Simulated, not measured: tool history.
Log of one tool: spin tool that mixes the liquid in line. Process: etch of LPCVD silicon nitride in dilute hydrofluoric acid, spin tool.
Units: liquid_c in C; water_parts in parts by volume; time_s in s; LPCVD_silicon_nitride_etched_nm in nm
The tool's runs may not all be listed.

| run | day | liquid_c | water_parts | time_s | LPCVD_silicon_nitride_etched_nm |
|---|---|---|---|---|---|
| 1 | 0.000 | 22.0 | 45 | 310 | 2.9049 |
| 2 | 0.171 | 24.5 | 45 | 310 | 3.3476 |
| 3 | 0.383 | 24.5 | 45 | 310 | 3.4041 |
| 4 | 0.704 | 22.5 | 45 | 310 | 3.1081 |
| 5 | 1.079 | 25.0 | 45 | 310 | 3.6847 |
| 6 | 1.217 | 23.0 | 45 | 310 | 3.0534 |
| 7 | 1.592 | 21.5 | 45 | 310 | 2.8703 |

Forecast run 8:
| 8 | 1.892 | 20.5 | 45 | 310 | ? |

{"run 8": {"LPCVD_silicon_nitride_etched_nm": 2.7174}}

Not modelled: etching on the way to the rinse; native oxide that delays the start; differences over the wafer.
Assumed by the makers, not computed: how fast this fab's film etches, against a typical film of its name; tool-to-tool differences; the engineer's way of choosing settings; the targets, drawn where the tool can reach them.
